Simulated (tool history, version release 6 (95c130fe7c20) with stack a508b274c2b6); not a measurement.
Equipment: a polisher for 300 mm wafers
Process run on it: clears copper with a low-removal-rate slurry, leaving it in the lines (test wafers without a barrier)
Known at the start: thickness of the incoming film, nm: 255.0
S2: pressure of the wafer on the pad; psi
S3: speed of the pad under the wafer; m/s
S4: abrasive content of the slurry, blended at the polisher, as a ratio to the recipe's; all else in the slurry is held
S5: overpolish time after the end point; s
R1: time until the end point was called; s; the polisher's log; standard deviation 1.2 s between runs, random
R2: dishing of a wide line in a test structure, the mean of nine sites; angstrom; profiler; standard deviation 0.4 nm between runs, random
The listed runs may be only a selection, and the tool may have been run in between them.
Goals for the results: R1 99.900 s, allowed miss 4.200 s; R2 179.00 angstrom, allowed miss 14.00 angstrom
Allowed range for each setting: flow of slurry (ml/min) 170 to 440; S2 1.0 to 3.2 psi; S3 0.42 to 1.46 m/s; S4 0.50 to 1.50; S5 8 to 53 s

Run 1, hour 0.0: flow of slurry (ml/min) 280, S2 2.1 psi, S3 0.94 m/s, S4 1.00, S5 27 s. Result: R1 135.420 s, R2 160.84 angstrom.
Run 2, hour 6.6: flow of slurry (ml/min) 280, S2 2.2 psi, S3 0.94 m/s, S4 1.00, S5 27 s. Result: R1 130.670 s, R2 161.58 angstrom.
Run 3, hour 10.2: flow of slurry (ml/min) 280, S2 2.2 psi, S3 0.84 m/s, S4 1.00, S5 27 s. Result: R1 144.190 s, R2 160.93 angstrom.
Run 4, hour 18.9: flow of slurry (ml/min) 280, S2 1.9 psi, S3 0.84 m/s, S4 1.00, S5 27 s. Result: R1 159.720 s, R2 145.20 angstrom.
Run 5, hour 24.2: flow of slurry (ml/min) 230, S2 1.9 psi, S3 0.84 m/s, S4 1.00, S5 27 s. Result: R1 169.020 s, R2 146.31 angstrom.
Run 6, hour 32.8: flow of slurry (ml/min) 180, S2 1.9 psi, S3 0.84 m/s, S4 1.00, S5 27 s. Result: R1 172.310 s, R2 139.93 angstrom.
Run 7, hour 41.4: flow of slurry (ml/min) 185, S2 2.1 psi, S3 0.84 m/s, S4 1.00, S5 26 s. Result: R1 153.910 s, R2 141.66 angstrom.
Run 8, hour 46.4: flow of slurry (ml/min) 190, S2 2.2 psi, S3 0.84 m/s, S4 1.00, S5 27 s. Result: R1 151.710 s, R2 147.23 angstrom.

Which one of the following 4 next-run settings gets every result inside its allowed miss? There is exactly one.
Run A, hour 51.4: flow of slurry (ml/min) 170, S2 2.5 psi, S3 1.20 m/s, S4 1.15, S5 14 s. Result: R1 ?, R2 ?.
Run B, hour 51.4: flow of slurry (ml/min) 230, S2 3.0 psi, S3 1.26 m/s, S4 0.90, S5 28 s. Result: R1 ?, R2 ?.
Run C, hour 51.4: flow of slurry (ml/min) 200, S2 2.6 psi, S3 1.06 m/s, S4 1.10, S5 30 s. Result: R1 ?, R2 ?.
Run D, hour 51.4: flow of slurry (ml/min) 205, S2 1.7 psi, S3 0.76 m/s, S4 1.10, S5 25 s. Result: R1 ?, R2 ?.

move       R1      R2
   A   93.659  147.56
   B   78.016  183.82
   C  100.580  178.42
   D  201.220  133.66
A: carries the result that was furthest off beyond its target, to the other side
B: carries the result that was furthest off beyond its target, to the other side
C: each result inside its tolerance
D: its largest miss is bigger than the last run's
So the answer is move C, the one that meets all the targets.

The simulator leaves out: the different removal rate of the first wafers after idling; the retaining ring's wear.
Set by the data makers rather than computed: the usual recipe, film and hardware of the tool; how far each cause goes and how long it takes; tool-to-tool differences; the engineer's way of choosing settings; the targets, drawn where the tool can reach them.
